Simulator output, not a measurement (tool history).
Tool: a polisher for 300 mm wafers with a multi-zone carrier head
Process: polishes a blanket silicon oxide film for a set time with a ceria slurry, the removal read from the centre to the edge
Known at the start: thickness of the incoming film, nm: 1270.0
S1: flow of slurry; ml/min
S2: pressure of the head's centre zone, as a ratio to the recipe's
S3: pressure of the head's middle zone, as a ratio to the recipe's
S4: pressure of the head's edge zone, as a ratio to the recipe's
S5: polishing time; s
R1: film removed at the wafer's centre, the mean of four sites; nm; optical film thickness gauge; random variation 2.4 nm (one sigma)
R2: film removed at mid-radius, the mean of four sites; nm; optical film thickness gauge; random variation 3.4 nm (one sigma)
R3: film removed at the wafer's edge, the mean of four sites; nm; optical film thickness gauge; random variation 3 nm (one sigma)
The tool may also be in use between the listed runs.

run  hour   S1    S2    S3    S4  S5      R1      R2      R3
  1   0.0  295  1.00  1.00  1.00  67  310.18  309.65  311.27
  2   8.6  295  1.00  1.00  1.00  76  351.57  350.52  351.37
  3  16.4  295  1.00  0.94  1.00  76  355.88  329.51  348.47
  4  25.1  295  1.05  0.94  1.00  76  371.49  330.68  352.43
  5  28.6  370  1.05  0.94  1.00  76  375.12  331.04  357.73
  6  32.3  370  1.05  1.00  1.00  76  379.83  354.59  356.31

The next listed run, before its measurement:
  7  35.2  370  1.05  0.99  0.98  76   ?   ?   ?

R1: 376.87 nm
R2: 350.74 nm
R3: 345.81 nm
